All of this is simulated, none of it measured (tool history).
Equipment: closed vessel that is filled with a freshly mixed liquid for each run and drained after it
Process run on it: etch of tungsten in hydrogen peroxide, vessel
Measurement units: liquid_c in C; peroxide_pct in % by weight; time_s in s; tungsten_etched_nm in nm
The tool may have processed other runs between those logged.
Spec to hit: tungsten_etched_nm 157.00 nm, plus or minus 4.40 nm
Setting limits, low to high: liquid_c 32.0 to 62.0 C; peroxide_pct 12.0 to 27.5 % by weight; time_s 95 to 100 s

run	hour	liquid_c	peroxide_pct	time_s	tungsten_etched_nm
1	0.0	46.0	18.5	95	134.92
2	1.0	46.0	16.5	95	129.22
3	4.0	46.5	16.5	95	132.82
4	6.7	47.0	16.5	95	138.65
5	8.3	47.0	19.5	95	147.68
6	11.9	51.0	19.5	95	187.92
7	13.9	50.5	19.5	95	186.59
8	22.4	50.0	19.5	95	176.93
9	29.1	49.5	19.5	95	172.47

Pick the move, out of 5, that brings all results within their allowed miss; only one does.
A	35.8	45.5	22.5	95	?
B	35.8	47.0	20.0	95	?
C	35.8	48.0	19.5	95	?
D	35.8	51.5	18.0	95	?
E	35.8	51.5	21.0	95	?

move	tungsten_etched_nm
A	144.27
B	149.40
C	156.97
D	186.84
E	201.81
A: pushes the last run's worst result past its target
B: pushes the last run's worst result past its target
C: every result within its allowed miss
D: lands further from the targets than the last run did
E: lands further from the targets than the last run did
C is the move that brings every result within its allowed miss.
